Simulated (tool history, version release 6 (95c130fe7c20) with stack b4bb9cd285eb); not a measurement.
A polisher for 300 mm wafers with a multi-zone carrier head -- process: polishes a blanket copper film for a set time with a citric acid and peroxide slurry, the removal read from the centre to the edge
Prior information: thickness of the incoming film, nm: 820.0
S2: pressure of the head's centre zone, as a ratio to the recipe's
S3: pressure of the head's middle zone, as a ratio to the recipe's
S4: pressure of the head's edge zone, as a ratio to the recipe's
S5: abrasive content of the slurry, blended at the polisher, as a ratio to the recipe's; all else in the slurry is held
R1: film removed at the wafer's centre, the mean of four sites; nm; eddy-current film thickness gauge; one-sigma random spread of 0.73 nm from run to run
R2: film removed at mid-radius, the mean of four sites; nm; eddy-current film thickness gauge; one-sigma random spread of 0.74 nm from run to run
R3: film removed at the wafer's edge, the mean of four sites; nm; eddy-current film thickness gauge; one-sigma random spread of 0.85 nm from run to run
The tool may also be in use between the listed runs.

Run 1, day 0.000: flow of slurry (ml/min) 150, S2 1.00, S3 1.00, S4 1.00, S5 1.00, polishing time (s) 46. Result: R1 53.064 nm, R2 53.581 nm, R3 55.771 nm.
Run 2, day 0.279: flow of slurry (ml/min) 150, S2 1.00, S3 1.00, S4 1.00, S5 1.00, polishing time (s) 55. Result: R1 63.595 nm, R2 64.037 nm, R3 64.717 nm.
Run 3, day 0.429: flow of slurry (ml/min) 150, S2 1.00, S3 1.00, S4 1.06, S5 1.00, polishing time (s) 55. Result: R1 64.076 nm, R2 63.330 nm, R3 67.992 nm.
Run 4, day 0.462: flow of slurry (ml/min) 175, S2 1.00, S3 1.00, S4 1.06, S5 1.00, polishing time (s) 55. Result: R1 67.082 nm, R2 66.190 nm, R3 67.637 nm.
Run 5, day 0.733: flow of slurry (ml/min) 145, S2 1.00, S3 1.00, S4 1.06, S5 1.00, polishing time (s) 55. Result: R1 63.097 nm, R2 63.900 nm, R3 66.841 nm.
Run 6, day 0.850: flow of slurry (ml/min) 145, S2 1.00, S3 1.00, S4 1.06, S5 1.10, polishing time (s) 55. Result: R1 65.921 nm, R2 65.208 nm, R3 67.961 nm.
Run 7, day 1.075: flow of slurry (ml/min) 150, S2 1.00, S3 1.02, S4 1.08, S5 1.10, polishing time (s) 55. Result: R1 65.792 nm, R2 66.453 nm, R3 68.555 nm.
Run 8, day 1.108: flow of slurry (ml/min) 155, S2 1.00, S3 1.03, S4 1.09, S5 1.15, polishing time (s) 55. Result: R1 67.329 nm, R2 68.554 nm, R3 70.826 nm.

Expected results for the next run?
Run 9, day 1.421: flow of slurry (ml/min) 155, S2 1.00, S3 1.03, S4 1.09, S5 1.15, polishing time (s) 55. Result: R1 ?, R2 ?, R3 ?.

Run 9 measured R1 68.554 nm, R2 69.837 nm, R3 71.921 nm.
